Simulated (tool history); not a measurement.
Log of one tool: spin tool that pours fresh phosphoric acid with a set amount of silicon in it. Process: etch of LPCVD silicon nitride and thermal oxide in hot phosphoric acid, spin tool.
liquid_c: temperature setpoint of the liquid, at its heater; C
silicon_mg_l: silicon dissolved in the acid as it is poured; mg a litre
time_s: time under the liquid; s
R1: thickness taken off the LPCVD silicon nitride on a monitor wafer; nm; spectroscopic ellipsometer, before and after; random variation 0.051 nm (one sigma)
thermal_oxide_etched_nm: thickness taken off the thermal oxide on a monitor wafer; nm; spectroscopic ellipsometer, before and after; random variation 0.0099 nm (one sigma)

{"run": 1, "hour": 0.0, "liquid_c": 163.0, "silicon_mg_l": 15.5, "time_s": 90, "R1": 9.5859, "thermal_oxide_etched_nm": 0.277}
{"run": 2, "hour": 7.5, "liquid_c": 162.0, "silicon_mg_l": 18.5, "time_s": 80, "R1": 8.3227, "thermal_oxide_etched_nm": 0.18356}
{"run": 3, "hour": 16.5, "liquid_c": 161.5, "silicon_mg_l": 18.0, "time_s": 70, "R1": 7.2028, "thermal_oxide_etched_nm": 0.13831}
{"run": 4, "hour": 22.2, "liquid_c": 163.5, "silicon_mg_l": 18.0, "time_s": 70, "R1": 7.6581, "thermal_oxide_etched_nm": 0.14995}
{"run": 5, "hour": 29.8, "liquid_c": 163.5, "silicon_mg_l": 26.0, "time_s": 70, "R1": 7.6724, "thermal_oxide_etched_nm": 0.14213}
{"run": 6, "hour": 34.1, "liquid_c": 165.5, "silicon_mg_l": 26.0, "time_s": 70, "R1": 8.2257, "thermal_oxide_etched_nm": 0.13785}
{"run": 7, "hour": 37.0, "liquid_c": 163.0, "silicon_mg_l": 30.5, "time_s": 40, "R1": 4.3181, "thermal_oxide_etched_nm": 0.067895}
{"run": 8, "hour": 42.9, "liquid_c": 164.0, "silicon_mg_l": 28.5, "time_s": 40, "R1": 4.4633, "thermal_oxide_etched_nm": 0.068296}
{"run": 9, "hour": 50.0, "liquid_c": 164.5, "silicon_mg_l": 26.0, "time_s": 40, "R1": 4.539, "thermal_oxide_etched_nm": 0.081502}

The next listed run, before its measurement:
{"run": 10, "hour": 52.7, "liquid_c": 164.5, "silicon_mg_l": 26.0, "time_s": 40, "R1": "?", "thermal_oxide_etched_nm": "?"}

Run 10 gave R1 4.6404 nm, thermal_oxide_etched_nm 0.079093 nm.

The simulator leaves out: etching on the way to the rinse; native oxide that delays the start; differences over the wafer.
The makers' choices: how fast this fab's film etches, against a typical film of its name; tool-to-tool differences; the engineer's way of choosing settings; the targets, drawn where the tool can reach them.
